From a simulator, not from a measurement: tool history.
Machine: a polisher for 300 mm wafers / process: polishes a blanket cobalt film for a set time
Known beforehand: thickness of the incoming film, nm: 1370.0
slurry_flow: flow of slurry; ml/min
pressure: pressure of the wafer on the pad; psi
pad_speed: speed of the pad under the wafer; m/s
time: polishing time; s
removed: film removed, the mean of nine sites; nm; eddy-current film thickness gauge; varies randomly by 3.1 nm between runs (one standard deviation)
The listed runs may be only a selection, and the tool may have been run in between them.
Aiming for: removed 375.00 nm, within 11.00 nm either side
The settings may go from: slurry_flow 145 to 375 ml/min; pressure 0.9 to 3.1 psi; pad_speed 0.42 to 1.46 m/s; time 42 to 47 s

run,hour,slurry_flow,pressure,pad_speed,time,removed
1,0.0,240,2.0,0.94,47,266.24
2,6.4,240,2.0,0.78,47,222.03
3,9.5,240,2.2,0.78,47,241.47
4,13.0,240,2.3,0.78,47,251.68
5,17.5,240,2.4,0.78,47,265.91
6,21.7,240,2.5,0.78,47,273.09
7,25.4,240,2.6,0.78,47,285.80
8,26.0,255,3.1,0.80,47,352.43

Which one of the following 5 next-run settings gets every result inside its allowed miss? There is exactly one.
A,26.6,315,3.0,0.96,43,?
B,26.6,235,2.8,0.84,47,?
C,26.6,240,3.1,0.74,46,?
D,26.6,270,3.0,0.84,42,?
E,26.6,255,3.0,0.82,43,?

move,removed
A,378.66
B,332.36
C,318.58
D,321.29
E,319.94
A: each result inside its tolerance
B: misses by more than the last run did
C: misses by more than the last run did
D: misses by more than the last run did
E: misses by more than the last run did
Correct choice: A, which meets every target
